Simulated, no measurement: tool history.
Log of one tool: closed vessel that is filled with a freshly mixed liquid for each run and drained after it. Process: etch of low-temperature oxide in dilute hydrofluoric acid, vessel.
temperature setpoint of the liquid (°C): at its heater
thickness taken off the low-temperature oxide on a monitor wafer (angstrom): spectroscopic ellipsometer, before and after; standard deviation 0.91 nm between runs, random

run  hour  temperature setpoint of the liquid (°C)  parts of water to one part of 49 % hydrofluoric acid (parts by volume)  time in the liquid (s)  thickness taken off the low-temperature oxide on a monitor wafer (angstrom)
  1     0                                       26                                                                      55                      95                                                                       514.06
  2   7.6                                       23                                                                      55                      95                                                                        449.4
  3  11.8                                     25.5                                                                      50                      95                                                                       551.32
  4  18.3                                     27.5                                                                      45                      95                                                                       675.21
  5  25.2                                       26                                                                      45                      95                                                                       632.29
  6  34.3                                       26                                                                      45                      95                                                                       639.74
  7  35.8                                       28                                                                      40                      95                                                                       771.07
  8  38.2                                       32                                                                      30                      95                                                                       1247.9
  9  41.3                                     31.5                                                                      30                      95                                                                       1197.9

Run 10 has not been measured yet. What should we expect?
 10  46.2                                       31                                                                      30                      95                                                                            ?

Logged for run 10: thickness taken off the low-temperature oxide on a monitor wafer (angstrom) 1191.6.
